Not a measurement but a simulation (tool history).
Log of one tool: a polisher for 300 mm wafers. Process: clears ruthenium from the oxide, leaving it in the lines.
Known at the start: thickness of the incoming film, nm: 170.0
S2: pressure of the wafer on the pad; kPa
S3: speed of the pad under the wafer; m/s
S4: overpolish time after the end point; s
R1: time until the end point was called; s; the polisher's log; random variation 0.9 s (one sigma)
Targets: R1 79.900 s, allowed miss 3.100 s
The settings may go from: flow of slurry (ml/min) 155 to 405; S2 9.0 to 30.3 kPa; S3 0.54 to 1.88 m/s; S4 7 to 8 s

Run 1, hour 0.0: flow of slurry (ml/min) 260, S2 19.3 kPa, S3 1.20 m/s, S4 8 s. Result: R1 104.420 s.
Run 2, hour 3.2: flow of slurry (ml/min) 260, S2 19.3 kPa, S3 1.08 m/s, S4 8 s. Result: R1 116.090 s.
Run 3, hour 7.5: flow of slurry (ml/min) 260, S2 19.3 kPa, S3 0.94 m/s, S4 8 s. Result: R1 132.900 s.
Run 4, hour 10.2: flow of slurry (ml/min) 260, S2 22.1 kPa, S3 0.94 m/s, S4 8 s. Result: R1 122.180 s.
Run 5, hour 11.3: flow of slurry (ml/min) 260, S2 24.8 kPa, S3 1.00 m/s, S4 8 s. Result: R1 107.700 s.
Run 6, hour 17.5: flow of slurry (ml/min) 260, S2 24.8 kPa, S3 1.00 m/s, S4 7 s. Result: R1 105.030 s.
Run 7, hour 23.9: flow of slurry (ml/min) 260, S2 26.9 kPa, S3 1.04 m/s, S4 7 s. Result: R1 96.734 s.
Run 8, hour 29.2: flow of slurry (ml/min) 260, S2 28.3 kPa, S3 1.08 m/s, S4 7 s. Result: R1 89.512 s.
Run 9, hour 37.9: flow of slurry (ml/min) 260, S2 29.0 kPa, S3 1.10 m/s, S4 7 s. Result: R1 89.008 s.

5 next moves are on the table. One of them brings every result within its allowed miss. Which?
Run A, hour 46.6: flow of slurry (ml/min) 235, S2 29.6 kPa, S3 0.92 m/s, S4 8 s. Result: R1 ?.
Run B, hour 46.6: flow of slurry (ml/min) 330, S2 25.5 kPa, S3 1.12 m/s, S4 7 s. Result: R1 ?.
Run C, hour 46.6: flow of slurry (ml/min) 235, S2 30.3 kPa, S3 1.16 m/s, S4 7 s. Result: R1 ?.
Run D, hour 46.6: flow of slurry (ml/min) 285, S2 26.9 kPa, S3 1.18 m/s, S4 8 s. Result: R1 ?.
Run E, hour 46.6: flow of slurry (ml/min) 270, S2 29.6 kPa, S3 0.98 m/s, S4 8 s. Result: R1 ?.

move       R1
   A  101.900
   B   91.736
   C   80.093
   D   84.839
   E   94.915
A: further off than the last run
B: further off than the last run
C: meets every target
D: nearer than the last run, and not there yet
E: further off than the last run
The right move is C.
